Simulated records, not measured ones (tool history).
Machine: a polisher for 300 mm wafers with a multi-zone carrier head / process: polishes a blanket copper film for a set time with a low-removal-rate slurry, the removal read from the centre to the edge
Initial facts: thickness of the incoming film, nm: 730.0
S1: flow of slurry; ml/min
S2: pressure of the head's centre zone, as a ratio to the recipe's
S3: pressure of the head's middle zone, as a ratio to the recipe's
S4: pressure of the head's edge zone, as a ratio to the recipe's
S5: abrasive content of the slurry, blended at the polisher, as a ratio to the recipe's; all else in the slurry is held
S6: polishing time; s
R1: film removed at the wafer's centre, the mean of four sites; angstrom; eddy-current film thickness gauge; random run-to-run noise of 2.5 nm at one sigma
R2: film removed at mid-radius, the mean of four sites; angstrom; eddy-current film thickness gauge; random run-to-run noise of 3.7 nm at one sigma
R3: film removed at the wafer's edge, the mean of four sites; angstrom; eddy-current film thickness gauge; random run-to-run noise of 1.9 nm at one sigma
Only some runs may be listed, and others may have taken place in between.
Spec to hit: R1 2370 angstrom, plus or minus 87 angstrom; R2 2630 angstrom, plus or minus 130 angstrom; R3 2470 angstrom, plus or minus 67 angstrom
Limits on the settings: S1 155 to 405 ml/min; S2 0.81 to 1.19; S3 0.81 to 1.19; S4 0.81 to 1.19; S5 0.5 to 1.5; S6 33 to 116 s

| run | hour | S1 | S2 | S3 | S4 | S5 | S6 | R1 | R2 | R3 |
|---|---|---|---|---|---|---|---|---|---|---|
| 1 | 0 | 260 | 1 | 1 | 1 | 1 | 74 | 2089.6 | 2130.8 | 2021.8 |
| 2 | 6.8 | 260 | 1 | 1.01 | 1.01 | 1.05 | 74 | 2099.7 | 2119.4 | 2051.4 |
| 3 | 7.7 | 260 | 1 | 1.01 | 0.98 | 1.05 | 74 | 2074.1 | 2167.2 | 1991.4 |
| 4 | 13.3 | 265 | 1 | 1.03 | 0.99 | 1.1 | 74 | 2179.5 | 2168.3 | 2042.2 |
| 5 | 21 | 265 | 1 | 1.03 | 0.93 | 1.1 | 74 | 2141.5 | 2211.3 | 1994.3 |
| 6 | 28 | 265 | 0.99 | 1.04 | 0.94 | 1.15 | 75 | 2178.9 | 2237.3 | 2081.9 |
| 7 | 29.1 | 265 | 0.99 | 1.04 | 0.94 | 1.15 | 75 | 2155.5 | 2257.3 | 2051.5 |
| 8 | 35 | 265 | 0.98 | 1.05 | 0.95 | 1.2 | 75 | 2154.8 | 2288.3 | 2093.3 |
| 9 | 44 | 270 | 0.98 | 1.06 | 0.96 | 1.25 | 75 | 2181.5 | 2335.6 | 2116.9 |
| 10 | 47.2 | 270 | 0.98 | 1.06 | 0.97 | 1.3 | 75 | 2216.4 | 2318.5 | 2148.9 |
| 11 | 52.7 | 270 | 0.98 | 1.06 | 0.97 | 1.3 | 75 | 2213.8 | 2419.9 | 2126.9 |
| 12 | 60.6 | 270 | 0.98 | 1.05 | 0.98 | 1.3 | 76 | 2225.6 | 2364.4 | 2181.2 |
| 13 | 65.7 | 270 | 0.98 | 1.05 | 0.99 | 1.3 | 76 | 2219.2 | 2432.8 | 2202.1 |
| 14 | 68.6 | 275 | 0.98 | 1.04 | 1 | 1.3 | 76 | 2206 | 2407.7 | 2208.4 |
| 15 | 76.2 | 275 | 0.98 | 1.04 | 1.01 | 1.3 | 76 | 2280.8 | 2375 | 2232.5 |
| 16 | 79.4 | 280 | 0.97 | 1.05 | 1.02 | 1.3 | 76 | 2240.8 | 2374.4 | 2189.2 |
| 17 | 87.5 | 255 | 0.93 | 1.06 | 1.09 | 1.5 | 82 | 2347.2 | 2706.3 | 2539 |

4 candidate next runs follow, results not yet known. Just one meets every target within its allowed miss. Identify it.
| A | 95.6 | 285 | 0.99 | 1.12 | 1.01 | 1.4 | 87 | ? | ? | ? |
| B | 95.6 | 265 | 0.95 | 1.05 | 1.03 | 1.5 | 81 | ? | ? | ? |
| C | 95.6 | 295 | 0.86 | 1.19 | 0.99 | 1.5 | 83 | ? | ? | ? |
| D | 95.6 | 270 | 0.91 | 1.16 | 0.96 | 1.5 | 84 | ? | ? | ? |

| move | R1 | R2 | R3 |
|---|---|---|---|
| A | 2624.1 | 2946.7 | 2565.1 |
| B | 2363.7 | 2641 | 2440 |
| C | 2214.4 | 2999.7 | 2465.2 |
| D | 2352.9 | 2955.4 | 2445.8 |
A: moves away from the targets compared with the last run
B: every result within its allowed miss
C: meets the target for the result that was furthest off, but another lies outside its allowed miss
D: meets the target for the result that was furthest off, but another lies outside its allowed miss
So the answer is move B, the one that meets all the targets.
